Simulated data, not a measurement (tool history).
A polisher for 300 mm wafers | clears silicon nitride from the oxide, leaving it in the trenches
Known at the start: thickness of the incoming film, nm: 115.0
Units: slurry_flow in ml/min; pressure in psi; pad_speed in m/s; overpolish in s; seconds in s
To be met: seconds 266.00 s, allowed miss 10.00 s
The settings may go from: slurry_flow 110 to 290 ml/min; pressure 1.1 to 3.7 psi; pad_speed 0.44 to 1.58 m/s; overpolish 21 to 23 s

Run 1, hour 0.0: slurry_flow 185 ml/min, pressure 2.4 psi, pad_speed 1.00 m/s, overpolish 21 s. Result: seconds 155.87 s.
Run 2, hour 7.8: slurry_flow 185 ml/min, pressure 2.6 psi, pad_speed 1.00 m/s, overpolish 21 s. Result: seconds 142.96 s.
Run 3, hour 11.3: slurry_flow 230 ml/min, pressure 2.6 psi, pad_speed 1.00 m/s, overpolish 21 s. Result: seconds 138.43 s.
Run 4, hour 16.9: slurry_flow 230 ml/min, pressure 2.6 psi, pad_speed 1.00 m/s, overpolish 21 s. Result: seconds 141.50 s.
Run 5, hour 21.7: slurry_flow 230 ml/min, pressure 2.2 psi, pad_speed 1.00 m/s, overpolish 21 s. Result: seconds 163.70 s.
Run 6, hour 24.9: slurry_flow 230 ml/min, pressure 2.2 psi, pad_speed 1.00 m/s, overpolish 23 s. Result: seconds 165.87 s.
Run 7, hour 29.0: slurry_flow 230 ml/min, pressure 2.1 psi, pad_speed 1.00 m/s, overpolish 23 s. Result: seconds 173.46 s.
Run 8, hour 34.4: slurry_flow 230 ml/min, pressure 2.0 psi, pad_speed 1.00 m/s, overpolish 23 s. Result: seconds 179.37 s.
Run 9, hour 42.4: slurry_flow 230 ml/min, pressure 1.9 psi, pad_speed 1.00 m/s, overpolish 23 s. Result: seconds 188.40 s.
Run 10, hour 50.6: slurry_flow 230 ml/min, pressure 1.8 psi, pad_speed 1.00 m/s, overpolish 23 s. Result: seconds 203.44 s.
Run 11, hour 54.1: slurry_flow 230 ml/min, pressure 1.7 psi, pad_speed 1.00 m/s, overpolish 23 s. Result: seconds 208.81 s.
Run 12, hour 63.0: slurry_flow 230 ml/min, pressure 1.6 psi, pad_speed 1.00 m/s, overpolish 23 s. Result: seconds 222.16 s.
Run 13, hour 70.7: slurry_flow 220 ml/min, pressure 1.4 psi, pad_speed 1.00 m/s, overpolish 23 s. Result: seconds 255.89 s.
At hour 75.0: head pressure recalibrated.
Run 14, hour 75.0: slurry_flow 210 ml/min, pressure 1.4 psi, pad_speed 1.00 m/s, overpolish 23 s. Result: seconds 279.40 s.
Run 15, hour 77.1: slurry_flow 215 ml/min, pressure 1.4 psi, pad_speed 1.00 m/s, overpolish 23 s. Result: seconds 277.56 s.

Which of these 4 next moves meets every target?
Run A, hour 79.2: slurry_flow 210 ml/min, pressure 1.4 psi, pad_speed 1.18 m/s, overpolish 23 s. Result: seconds ?.
Run B, hour 79.2: slurry_flow 200 ml/min, pressure 1.3 psi, pad_speed 0.98 m/s, overpolish 23 s. Result: seconds ?.
Run C, hour 79.2: slurry_flow 205 ml/min, pressure 1.5 psi, pad_speed 0.98 m/s, overpolish 23 s. Result: seconds ?.
Run D, hour 79.2: slurry_flow 205 ml/min, pressure 1.3 psi, pad_speed 1.26 m/s, overpolish 21 s. Result: seconds ?.

move  seconds
   A   238.49
   B   308.40
   C   268.35
   D   240.73
A: takes the result that was furthest off past its target
B: further off than the last run
C: meets every target
D: takes the result that was furthest off past its target
Move C is the one to make.
